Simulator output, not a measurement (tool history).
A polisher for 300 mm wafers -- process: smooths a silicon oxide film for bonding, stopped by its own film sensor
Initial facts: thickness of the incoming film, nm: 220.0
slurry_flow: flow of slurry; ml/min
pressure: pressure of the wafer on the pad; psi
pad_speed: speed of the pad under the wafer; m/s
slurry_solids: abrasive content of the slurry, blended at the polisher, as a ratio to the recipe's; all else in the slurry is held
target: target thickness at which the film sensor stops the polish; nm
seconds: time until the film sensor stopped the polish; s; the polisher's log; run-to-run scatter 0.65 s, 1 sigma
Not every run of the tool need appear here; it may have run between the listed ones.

Run 1, hour 0.0: slurry_flow 210 ml/min, pressure 2.5 psi, pad_speed 0.94 m/s, slurry_solids 1.0, target 192 nm. Result: seconds 29.330 s.
Run 2, hour 7.0: slurry_flow 210 ml/min, pressure 2.2 psi, pad_speed 0.94 m/s, slurry_solids 1.0, target 192 nm. Result: seconds 32.419 s.
Run 3, hour 10.5: slurry_flow 210 ml/min, pressure 2.5 psi, pad_speed 0.94 m/s, slurry_solids 1.0, target 192 nm. Result: seconds 29.789 s.
Run 4, hour 11.4: slurry_flow 210 ml/min, pressure 2.5 psi, pad_speed 1.02 m/s, slurry_solids 1.0, target 192 nm. Result: seconds 27.254 s.
Run 5, hour 19.7: slurry_flow 210 ml/min, pressure 2.2 psi, pad_speed 0.98 m/s, slurry_solids 1.0, target 192 nm. Result: seconds 31.810 s.
Run 6, hour 26.8: slurry_flow 210 ml/min, pressure 2.2 psi, pad_speed 0.80 m/s, slurry_solids 1.0, target 192 nm. Result: seconds 37.020 s.
Run 7, hour 27.4: slurry_flow 210 ml/min, pressure 2.0 psi, pad_speed 0.80 m/s, slurry_solids 1.0, target 192 nm. Result: seconds 39.403 s.
Run 8, hour 35.7: slurry_flow 210 ml/min, pressure 1.3 psi, pad_speed 0.76 m/s, slurry_solids 1.0, target 192 nm. Result: seconds 60.552 s.
Run 9, hour 41.7: slurry_flow 210 ml/min, pressure 1.4 psi, pad_speed 0.76 m/s, slurry_solids 1.0, target 192 nm. Result: seconds 58.677 s.

What will run 10 give?
Run 10, hour 46.4: slurry_flow 210 ml/min, pressure 1.4 psi, pad_speed 0.76 m/s, slurry_solids 1.0, target 192 nm. Result: seconds ?.

seconds: 56.492 s

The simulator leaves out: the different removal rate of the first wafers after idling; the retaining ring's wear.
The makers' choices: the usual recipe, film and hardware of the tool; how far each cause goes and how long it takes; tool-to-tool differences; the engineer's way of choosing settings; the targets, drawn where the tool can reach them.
